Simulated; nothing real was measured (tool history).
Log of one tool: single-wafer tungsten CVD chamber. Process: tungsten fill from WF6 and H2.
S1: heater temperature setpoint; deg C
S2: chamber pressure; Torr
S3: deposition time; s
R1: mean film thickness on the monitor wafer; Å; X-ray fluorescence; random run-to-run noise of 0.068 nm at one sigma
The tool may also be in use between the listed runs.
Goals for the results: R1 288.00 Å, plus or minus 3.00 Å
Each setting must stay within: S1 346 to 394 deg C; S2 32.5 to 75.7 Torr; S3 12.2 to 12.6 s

| run | day | S1 | S2 | S3 | R1 |
|---|---|---|---|---|---|
| 1 | 0.000 | 370 | 54.1 | 12.2 | 248.90 |
| 2 | 0.246 | 366 | 54.1 | 12.2 | 227.13 |
| 3 | 0.583 | 369 | 54.1 | 12.2 | 244.33 |
| 4 | 0.662 | 369 | 54.1 | 12.6 | 251.15 |
| 5 | 0.879 | 369 | 54.1 | 12.6 | 250.69 |
| 6 | 0.925 | 369 | 62.7 | 12.6 | 263.35 |
| 7 | 1.054 | 370 | 62.7 | 12.6 | 269.22 |
| 8 | 1.383 | 371 | 62.7 | 12.6 | 274.85 |
| 9 | 1.425 | 372 | 62.7 | 12.6 | 282.19 |

Which single option among these 5 for the next run brings every result within its allowed miss of target? Just one does.
| A | 1.467 | 375 | 61.0 | 12.6 | ? |
| B | 1.467 | 374 | 64.6 | 12.2 | ? |
| C | 1.467 | 373 | 70.4 | 12.6 | ? |
| D | 1.467 | 374 | 57.7 | 12.4 | ? |
| E | 1.467 | 372 | 62.0 | 12.6 | ? |

| move | R1 |
|---|---|
| A | 297.28 |
| B | 287.19 |
| C | 298.80 |
| D | 281.16 |
| E | 280.32 |
A: moves the result that the last run missed by most past its target, out the other side
B: hits every target within its allowed miss
C: moves the result that the last run missed by most past its target, out the other side
D: misses by more than the last run did
E: misses by more than the last run did
So the answer is move B, the one that meets all the targets.
